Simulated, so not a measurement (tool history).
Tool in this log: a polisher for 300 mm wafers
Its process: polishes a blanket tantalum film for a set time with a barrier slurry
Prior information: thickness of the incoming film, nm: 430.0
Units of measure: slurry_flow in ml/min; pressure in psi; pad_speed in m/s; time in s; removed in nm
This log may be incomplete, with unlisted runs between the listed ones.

run	hour	slurry_flow	pressure	pad_speed	slurry_solids	time	removed
1	0.0	165	2.3	1.28	1.0	24	60.063
2	4.4	165	2.3	1.28	1.0	24	60.311
3	9.9	155	2.3	1.28	1.0	24	59.907
4	13.6	155	2.0	1.28	1.0	24	52.965
5	17.3	160	2.0	1.28	1.0	24	53.046
6	19.9	165	2.0	1.28	1.0	24	53.145

What does the tool deliver on the next run?
7	23.4	170	2.0	1.28	1.0	24	?

Logged for run 7: removed 53.535 nm.
